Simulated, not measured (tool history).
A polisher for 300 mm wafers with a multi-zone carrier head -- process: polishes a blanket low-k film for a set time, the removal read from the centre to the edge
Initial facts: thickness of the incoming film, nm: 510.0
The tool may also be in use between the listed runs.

run,hour,flow of slurry (ml/min),pressure of the head's centre zone,pressure of the head's middle zone,pressure of the head's edge zone,abrasive content of the slurry,polishing time (s),film removed at the wafer's centre (angstrom),film removed at mid-radius (angstrom),film removed at the wafer's edge (angstrom)
1,0.0,165,1.00,1.00,1.00,1.00,65,299.93,300.98,297.97
2,8.5,165,1.00,1.00,1.00,1.00,72,340.48,334.86,335.74
3,17.5,175,1.02,1.00,1.02,1.05,72,350.48,344.69,350.12
4,22.8,175,1.02,1.00,1.09,1.05,72,342.89,339.43,361.65
5,25.2,185,1.05,1.00,1.09,1.10,72,376.13,355.48,371.98
6,26.4,185,1.05,1.00,1.09,1.20,72,393.71,374.02,385.84
7,27.7,190,1.06,0.99,1.10,1.20,72,400.82,374.91,392.87
8,33.7,195,1.07,0.98,1.10,1.20,72,407.99,374.44,396.49
9,41.8,200,1.08,0.98,1.10,1.20,72,419.17,371.13,397.13
10,47.9,205,1.08,0.98,1.10,1.20,72,416.82,369.54,392.95
11,51.3,205,1.09,0.98,1.11,1.20,72,424.59,378.02,395.09

Expected results for the next run?
12,57.1,210,1.09,0.98,1.12,1.20,72,?,?,?

film removed at the wafer's centre (angstrom): 407.27
film removed at mid-radius (angstrom): 371.06
film removed at the wafer's edge (angstrom): 399.77
